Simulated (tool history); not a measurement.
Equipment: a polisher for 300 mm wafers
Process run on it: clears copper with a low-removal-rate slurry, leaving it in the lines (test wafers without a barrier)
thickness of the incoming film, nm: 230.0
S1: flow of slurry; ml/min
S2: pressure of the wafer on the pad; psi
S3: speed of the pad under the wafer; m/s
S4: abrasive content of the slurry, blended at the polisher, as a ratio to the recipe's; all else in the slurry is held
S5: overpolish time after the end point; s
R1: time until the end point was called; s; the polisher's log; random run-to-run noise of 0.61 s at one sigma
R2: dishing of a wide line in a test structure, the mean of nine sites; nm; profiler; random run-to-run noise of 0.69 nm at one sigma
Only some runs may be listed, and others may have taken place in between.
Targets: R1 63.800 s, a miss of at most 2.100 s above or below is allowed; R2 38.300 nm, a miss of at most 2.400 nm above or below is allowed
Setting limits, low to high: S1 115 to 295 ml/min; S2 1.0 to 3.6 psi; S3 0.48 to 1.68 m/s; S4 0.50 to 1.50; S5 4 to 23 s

run,hour,S1,S2,S3,S4,S5,R1,R2
1,0.0,190,2.3,1.08,1.00,12,91.798,22.627
2,3.6,190,2.3,1.08,1.00,17,92.414,29.934
3,7.8,195,2.5,1.08,1.00,17,84.250,31.282
4,16.2,195,2.1,1.08,1.00,17,99.784,27.901
5,25.2,195,2.3,1.08,1.00,17,92.217,29.989
6,32.0,195,2.3,1.08,1.00,19,90.800,32.912
7,34.2,200,2.5,1.08,1.00,18,82.990,33.999
8,41.2,210,2.6,1.08,1.00,18,78.415,35.221
9,47.6,220,2.7,1.08,1.00,18,76.198,36.149
10,50.4,220,2.8,1.08,1.00,18,74.281,36.448
11,53.0,220,2.9,1.08,1.00,18,70.825,38.425
12,59.0,220,3.0,1.08,1.00,18,68.090,40.105
13,63.4,225,3.0,1.08,1.00,18,68.037,39.943
14,69.9,225,3.0,1.08,1.00,18,68.341,39.847
15,76.6,225,3.1,1.08,1.00,17,65.573,39.739
16,83.9,230,3.1,1.08,1.00,16,66.914,37.752

Next run, 5 choices. One meets every target within its allowed miss, the rest don't. Which?
A,91.2,225,3.3,0.98,0.95,18,?,?
B,91.2,255,2.8,1.08,0.90,18,?,?
C,91.2,185,3.4,1.06,1.00,16,?,?
D,91.2,235,3.0,1.04,1.05,17,?,?
E,91.2,290,3.3,0.86,1.05,22,?,?

move,R1,R2
A,69.659,39.185
B,74.217,37.113
C,63.703,38.407
D,70.304,37.138
E,75.263,42.871
A: the biggest miss grows against the last run
B: the biggest miss grows against the last run
C: all results in spec
D: the biggest miss grows against the last run
E: the biggest miss grows against the last run
Answer: C

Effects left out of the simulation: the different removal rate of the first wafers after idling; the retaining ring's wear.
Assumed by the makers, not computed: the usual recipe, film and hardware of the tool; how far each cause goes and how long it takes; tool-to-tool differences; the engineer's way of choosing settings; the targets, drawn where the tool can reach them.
